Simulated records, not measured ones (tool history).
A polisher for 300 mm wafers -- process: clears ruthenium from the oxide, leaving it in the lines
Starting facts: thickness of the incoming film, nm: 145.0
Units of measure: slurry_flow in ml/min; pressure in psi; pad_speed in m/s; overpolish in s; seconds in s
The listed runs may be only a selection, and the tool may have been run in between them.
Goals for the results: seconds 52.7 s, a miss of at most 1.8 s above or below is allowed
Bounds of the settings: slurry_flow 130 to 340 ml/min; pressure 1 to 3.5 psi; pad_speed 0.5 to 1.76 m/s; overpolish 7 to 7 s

| run | hour | slurry_flow | pressure | pad_speed | overpolish | seconds |
|---|---|---|---|---|---|---|
| 1 | 0 | 220 | 2.2 | 1.12 | 7 | 89.352 |
| 2 | 4.5 | 220 | 2.2 | 1.12 | 7 | 88.031 |
| 3 | 7.8 | 220 | 2.5 | 1.12 | 7 | 78.168 |
| 4 | 16.5 | 185 | 2.5 | 1.12 | 7 | 80.456 |
| 5 | 21.8 | 200 | 2.8 | 1.12 | 7 | 70.268 |
| 6 | 26.4 | 210 | 3 | 1.12 | 7 | 65.852 |
| 7 | 33.4 | 210 | 3.2 | 1.14 | 7 | 61.089 |
| 8 | 39.1 | 210 | 3.3 | 1.16 | 7 | 58.781 |
| 9 | 42.7 | 210 | 3.4 | 1.18 | 7 | 56.654 |
| 10 | 49.3 | 210 | 3.4 | 1.2 | 7 | 54.946 |

Of the 5 settings listed for the next run, only one would bring every result within its allowed miss of target. Which one?
| A | 55.9 | 195 | 3.3 | 1.34 | 7 | ? |
| B | 55.9 | 155 | 3.1 | 1.32 | 7 | ? |
| C | 55.9 | 225 | 3.5 | 1.06 | 7 | ? |
| D | 55.9 | 225 | 3.3 | 1.18 | 7 | ? |
| E | 55.9 | 185 | 3.3 | 1.24 | 7 | ? |

| move | seconds |
|---|---|
| A | 51.765 |
| B | 57.49 |
| C | 59.222 |
| D | 57.066 |
| E | 55.856 |
A: hits every target within its allowed miss
B: lands further from the targets than the last run did
C: lands further from the targets than the last run did
D: lands further from the targets than the last run did
E: lands further from the targets than the last run did
The right move is A.
